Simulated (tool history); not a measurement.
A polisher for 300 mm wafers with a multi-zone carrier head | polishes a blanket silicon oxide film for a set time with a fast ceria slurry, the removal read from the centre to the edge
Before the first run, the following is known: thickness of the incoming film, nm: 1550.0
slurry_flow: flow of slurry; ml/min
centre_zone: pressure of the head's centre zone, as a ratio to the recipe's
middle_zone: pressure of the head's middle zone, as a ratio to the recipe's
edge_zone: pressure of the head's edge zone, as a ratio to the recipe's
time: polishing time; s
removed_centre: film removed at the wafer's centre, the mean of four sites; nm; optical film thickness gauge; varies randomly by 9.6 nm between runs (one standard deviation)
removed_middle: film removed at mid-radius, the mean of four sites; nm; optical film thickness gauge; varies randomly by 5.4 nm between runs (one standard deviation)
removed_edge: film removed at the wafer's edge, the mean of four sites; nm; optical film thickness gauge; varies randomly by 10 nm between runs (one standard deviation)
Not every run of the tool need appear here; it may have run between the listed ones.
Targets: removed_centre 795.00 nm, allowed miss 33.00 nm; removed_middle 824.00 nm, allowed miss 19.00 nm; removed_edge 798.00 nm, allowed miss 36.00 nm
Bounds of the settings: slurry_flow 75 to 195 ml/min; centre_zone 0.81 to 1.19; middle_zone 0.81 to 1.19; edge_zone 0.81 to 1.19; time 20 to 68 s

| run | day | slurry_flow | centre_zone | middle_zone | edge_zone | time | removed_centre | removed_middle | removed_edge |
|---|---|---|---|---|---|---|---|---|---|
| 1 | 0.000 | 125 | 1.00 | 1.00 | 1.00 | 44 | 607.73 | 604.37 | 596.73 |
| 2 | 0.200 | 125 | 1.00 | 1.00 | 0.92 | 44 | 612.49 | 606.48 | 577.17 |
| 3 | 0.329 | 125 | 0.93 | 1.00 | 0.92 | 44 | 569.57 | 610.37 | 583.86 |
| 4 | 0.671 | 125 | 0.93 | 1.00 | 0.85 | 44 | 570.75 | 603.54 | 558.45 |
| 5 | 1.004 | 130 | 0.94 | 1.01 | 0.89 | 45 | 603.09 | 630.55 | 586.65 |
| 6 | 1.271 | 130 | 0.94 | 1.01 | 0.89 | 49 | 643.20 | 681.75 | 639.83 |
| 7 | 1.579 | 135 | 0.95 | 1.02 | 0.92 | 50 | 674.60 | 700.58 | 666.60 |
| 8 | 1.771 | 140 | 0.95 | 1.03 | 0.94 | 51 | 688.29 | 731.76 | 674.82 |
| 9 | 1.929 | 140 | 0.95 | 1.03 | 0.96 | 52 | 695.07 | 756.67 | 703.58 |
| 10 | 2.012 | 145 | 0.96 | 1.03 | 0.98 | 52 | 698.33 | 749.80 | 714.46 |

4 next moves are on the table. One of them brings every result within its allowed miss. Which?
| A | 2.096 | 95 | 0.96 | 1.01 | 0.90 | 63 | ? | ? | ? |
| B | 2.096 | 110 | 1.14 | 1.07 | 0.89 | 51 | ? | ? | ? |
| C | 2.096 | 150 | 0.99 | 0.94 | 1.02 | 58 | ? | ? | ? |
| D | 2.096 | 140 | 0.91 | 0.83 | 1.12 | 57 | ? | ? | ? |

| move | removed_centre | removed_middle | removed_edge |
|---|---|---|---|
| A | 808.74 | 829.91 | 796.75 |
| B | 803.38 | 720.56 | 653.34 |
| C | 840.32 | 783.83 | 823.29 |
| D | 748.75 | 696.25 | 842.25 |
A: each result inside its tolerance
B: the biggest miss grows against the last run
C: an improvement on the last run, though not all results are within tolerance
D: the biggest miss grows against the last run
Answer: A
